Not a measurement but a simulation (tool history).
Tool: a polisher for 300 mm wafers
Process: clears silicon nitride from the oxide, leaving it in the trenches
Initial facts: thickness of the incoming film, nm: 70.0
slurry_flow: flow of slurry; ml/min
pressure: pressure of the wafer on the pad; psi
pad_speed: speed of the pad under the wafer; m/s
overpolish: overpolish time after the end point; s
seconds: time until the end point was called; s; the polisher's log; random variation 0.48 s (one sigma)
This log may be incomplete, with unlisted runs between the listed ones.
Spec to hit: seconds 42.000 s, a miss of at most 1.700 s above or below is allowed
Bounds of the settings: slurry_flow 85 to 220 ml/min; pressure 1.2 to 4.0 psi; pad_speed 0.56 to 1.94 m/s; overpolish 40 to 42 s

Run 1, hour 0.0: slurry_flow 140 ml/min, pressure 2.6 psi, pad_speed 1.24 m/s, overpolish 40 s. Result: seconds 63.141 s.
Run 2, hour 6.3: slurry_flow 140 ml/min, pressure 2.6 psi, pad_speed 1.40 m/s, overpolish 40 s. Result: seconds 57.277 s.
Run 3, hour 14.5: slurry_flow 140 ml/min, pressure 2.6 psi, pad_speed 1.40 m/s, overpolish 42 s. Result: seconds 56.882 s.
Run 4, hour 15.2: slurry_flow 140 ml/min, pressure 2.6 psi, pad_speed 1.40 m/s, overpolish 42 s. Result: seconds 56.479 s.
Run 5, hour 21.1: slurry_flow 145 ml/min, pressure 2.8 psi, pad_speed 1.40 m/s, overpolish 42 s. Result: seconds 53.745 s.
Run 6, hour 29.1: slurry_flow 145 ml/min, pressure 3.1 psi, pad_speed 1.42 m/s, overpolish 42 s. Result: seconds 47.680 s.
Run 7, hour 34.9: slurry_flow 145 ml/min, pressure 3.2 psi, pad_speed 1.42 m/s, overpolish 42 s. Result: seconds 46.542 s.
Run 8, hour 42.3: slurry_flow 145 ml/min, pressure 3.3 psi, pad_speed 1.42 m/s, overpolish 42 s. Result: seconds 44.953 s.

Exercise: of the 4 proposed moves below, exactly one satisfies all targets within the stated allowed misses. Which move is it?
Run A, hour 49.7: slurry_flow 135 ml/min, pressure 3.5 psi, pad_speed 1.32 m/s, overpolish 40 s. Result: seconds ?.
Run B, hour 49.7: slurry_flow 165 ml/min, pressure 3.3 psi, pad_speed 1.66 m/s, overpolish 40 s. Result: seconds ?.
Run C, hour 49.7: slurry_flow 185 ml/min, pressure 3.8 psi, pad_speed 1.06 m/s, overpolish 42 s. Result: seconds ?.
Run D, hour 49.7: slurry_flow 170 ml/min, pressure 3.8 psi, pad_speed 1.28 m/s, overpolish 40 s. Result: seconds ?.

move  seconds
   A   45.716
   B   37.698
   C   49.252
   D   41.807
A: its largest miss is bigger than the last run's
B: takes the result that was furthest off past its target
C: its largest miss is bigger than the last run's
D: all results in spec
Answer: D
